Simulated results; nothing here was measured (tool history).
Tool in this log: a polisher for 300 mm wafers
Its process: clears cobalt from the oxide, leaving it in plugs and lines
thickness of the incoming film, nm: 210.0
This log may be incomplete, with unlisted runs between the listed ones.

run	hour	flow of slurry (ml/min)	pressure of the wafer on the pad (psi)	speed of the pad under the wafer (m/s)	overpolish time after the end point (s)	time until the end point was called (s)	dishing of a wide line in a test structure (nm)
1	0.0	125	1.4	0.86	15	70.117	29.480
2	6.8	125	1.7	0.86	15	58.433	32.540
3	9.3	140	1.7	0.86	15	58.150	33.223
4	14.1	140	1.5	0.86	15	64.888	30.668
5	19.2	140	1.5	1.04	15	53.877	33.465
6	25.1	140	1.6	1.06	15	49.639	35.197

Run 7 has not been measured yet. What should we expect?
7	29.2	140	1.7	1.06	15	?	?

time until the end point was called (s): 46.098
dishing of a wide line in a test structure (nm): 36.577

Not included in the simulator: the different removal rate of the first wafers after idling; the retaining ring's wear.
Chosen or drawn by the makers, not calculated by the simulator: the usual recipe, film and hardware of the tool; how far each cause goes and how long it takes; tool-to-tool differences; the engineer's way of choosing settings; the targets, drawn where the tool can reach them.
